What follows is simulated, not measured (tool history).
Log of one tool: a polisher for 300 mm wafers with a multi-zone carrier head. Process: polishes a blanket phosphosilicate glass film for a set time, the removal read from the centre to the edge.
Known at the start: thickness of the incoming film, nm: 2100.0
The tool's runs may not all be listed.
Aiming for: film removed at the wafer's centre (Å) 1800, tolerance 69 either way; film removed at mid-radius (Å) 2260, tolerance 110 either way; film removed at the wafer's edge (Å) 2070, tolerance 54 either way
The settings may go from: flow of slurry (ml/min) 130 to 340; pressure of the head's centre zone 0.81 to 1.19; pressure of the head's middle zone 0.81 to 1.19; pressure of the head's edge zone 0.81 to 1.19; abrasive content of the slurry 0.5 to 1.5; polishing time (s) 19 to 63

run,hour,flow of slurry (ml/min),pressure of the head's centre zone,pressure of the head's middle zone,pressure of the head's edge zone,abrasive content of the slurry,polishing time (s),film removed at the wafer's centre (Å),film removed at mid-radius (Å),film removed at the wafer's edge (Å)
1,0,220,1,1,1,1,41,4064.6,3556.1,3586.8
2,8.7,220,1,1.03,1,1,41,4028.9,3577.6,3575.8
3,15.4,220,1,1.08,1,1,41,4000.8,3717.8,3617.9
4,18.1,220,1,1.08,1,1,33,3280.1,3034.1,2891
5,21.1,205,0.95,1.11,1.01,0.85,32,2755.7,2748.8,2588.8
6,30,190,0.91,1.13,1.03,0.75,32,2459.5,2573.7,2478
7,34.5,180,0.88,1.15,1.02,0.7,32,2287,2500.5,2333.8
8,43.3,175,0.86,1.16,1.03,0.65,32,2123.6,2502.4,2293.4
# hour 50.7: centre zone pressure recalibrated
9,50.7,170,0.85,1.16,1.03,0.6,32,1776.6,2284.2,2154.5
10,53.9,170,0.85,1.16,1.02,0.6,32,1798.3,2432.9,2153.1
11,60.9,170,0.86,1.15,1.02,0.6,32,1851.4,2311.8,2175.9
12,61.9,165,0.87,1.15,1.01,0.6,32,1843.5,2301.1,2143.3

Exactly one of the 4 candidate moves below puts every result within its allowed miss. Which one?
A,62.9,135,0.97,1.11,1.19,1,23,?,?,?
B,62.9,160,0.81,1,1.05,0.65,32,?,?,?
C,62.9,140,0.9,1.17,1.02,0.55,33,?,?,?
D,62.9,195,0.83,1.11,0.92,0.5,37,?,?,?

move,film removed at the wafer's centre (Å),film removed at mid-radius (Å),film removed at the wafer's edge (Å)
A,1799.9,1990.8,2059.1
B,1793.2,2176.4,2274.5
C,1828.6,2276.1,2075.8
D,1941.1,2489.9,2216.9
A: the worst result of the last run now meets its target, but another is out of spec
B: moves away from the targets compared with the last run
C: every result lands within tolerance
D: moves away from the targets compared with the last run
Move C is the one to make.
